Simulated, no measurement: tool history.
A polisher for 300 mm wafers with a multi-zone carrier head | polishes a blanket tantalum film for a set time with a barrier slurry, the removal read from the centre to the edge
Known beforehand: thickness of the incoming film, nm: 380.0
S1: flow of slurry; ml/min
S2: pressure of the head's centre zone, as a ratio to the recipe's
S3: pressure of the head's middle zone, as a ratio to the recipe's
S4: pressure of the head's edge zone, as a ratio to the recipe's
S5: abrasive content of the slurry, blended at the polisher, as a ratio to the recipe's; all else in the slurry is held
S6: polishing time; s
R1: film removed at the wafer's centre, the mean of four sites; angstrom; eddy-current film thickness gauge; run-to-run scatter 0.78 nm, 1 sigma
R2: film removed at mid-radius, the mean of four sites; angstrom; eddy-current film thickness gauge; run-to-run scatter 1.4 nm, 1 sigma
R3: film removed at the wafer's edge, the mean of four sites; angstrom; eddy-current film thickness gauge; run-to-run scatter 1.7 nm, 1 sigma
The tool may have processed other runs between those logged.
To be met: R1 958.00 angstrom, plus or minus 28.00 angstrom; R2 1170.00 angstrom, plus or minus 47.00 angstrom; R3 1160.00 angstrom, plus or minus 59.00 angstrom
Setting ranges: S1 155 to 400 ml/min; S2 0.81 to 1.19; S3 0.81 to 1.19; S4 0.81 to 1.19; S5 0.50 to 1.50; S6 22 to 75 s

| run | day | S1 | S2 | S3 | S4 | S5 | S6 | R1 | R2 | R3 |
|---|---|---|---|---|---|---|---|---|---|---|
| 1 | 0.000 | 255 | 1.00 | 1.00 | 1.00 | 1.00 | 48 | 725.51 | 724.66 | 739.57 |
| 2 | 0.192 | 255 | 0.98 | 1.02 | 1.03 | 1.10 | 50 | 745.34 | 799.20 | 776.36 |
| 3 | 0.254 | 250 | 0.96 | 1.00 | 1.06 | 1.20 | 53 | 787.36 | 842.32 | 872.22 |
| 4 | 0.358 | 250 | 0.95 | 1.01 | 1.08 | 1.25 | 55 | 823.65 | 869.27 | 916.63 |
| 5 | 0.471 | 250 | 0.93 | 1.03 | 1.09 | 1.30 | 57 | 842.48 | 942.74 | 967.99 |
| 6 | 0.592 | 255 | 0.93 | 1.05 | 1.10 | 1.35 | 58 | 859.74 | 998.72 | 965.73 |
| 7 | 0.962 | 255 | 0.92 | 1.05 | 1.11 | 1.40 | 59 | 876.71 | 1013.90 | 1005.50 |
| 8 | 1.296 | 255 | 0.92 | 1.05 | 1.11 | 1.40 | 59 | 873.72 | 1013.30 | 992.17 |
| 9 | 1.342 | 250 | 0.91 | 1.05 | 1.12 | 1.40 | 60 | 880.70 | 1042.20 | 1026.80 |
| 10 | 1.450 | 250 | 0.91 | 1.05 | 1.13 | 1.40 | 61 | 896.92 | 1018.10 | 1053.20 |
| 11 | 1.775 | 255 | 0.90 | 1.05 | 1.13 | 1.40 | 62 | 901.54 | 1061.90 | 1070.00 |
| 12 | 1.992 | 255 | 0.90 | 1.06 | 1.14 | 1.40 | 63 | 922.82 | 1085.50 | 1092.00 |

Next run, 5 choices. One meets every target within its allowed miss, the rest don't. Which?
| A | 2.208 | 185 | 0.91 | 1.10 | 1.17 | 1.35 | 69 | ? | ? | ? |
| B | 2.208 | 270 | 0.89 | 0.99 | 1.19 | 1.40 | 65 | ? | ? | ? |
| C | 2.208 | 265 | 0.91 | 0.91 | 1.17 | 1.45 | 64 | ? | ? | ? |
| D | 2.208 | 295 | 1.02 | 1.08 | 1.19 | 1.45 | 54 | ? | ? | ? |
| E | 2.208 | 265 | 0.83 | 1.01 | 1.12 | 1.40 | 61 | ? | ? | ? |

| move | R1 | R2 | R3 |
|---|---|---|---|
| A | 942.36 | 1157.90 | 1170.70 |
| B | 932.92 | 1061.30 | 1169.10 |
| C | 938.02 | 977.23 | 1146.90 |
| D | 882.80 | 963.73 | 983.14 |
| E | 825.34 | 1011.10 | 1061.20 |
A: each result inside its tolerance
B: further off than the last run
C: further off than the last run
D: further off than the last run
E: further off than the last run
So the answer is move A, the one that meets all the targets.
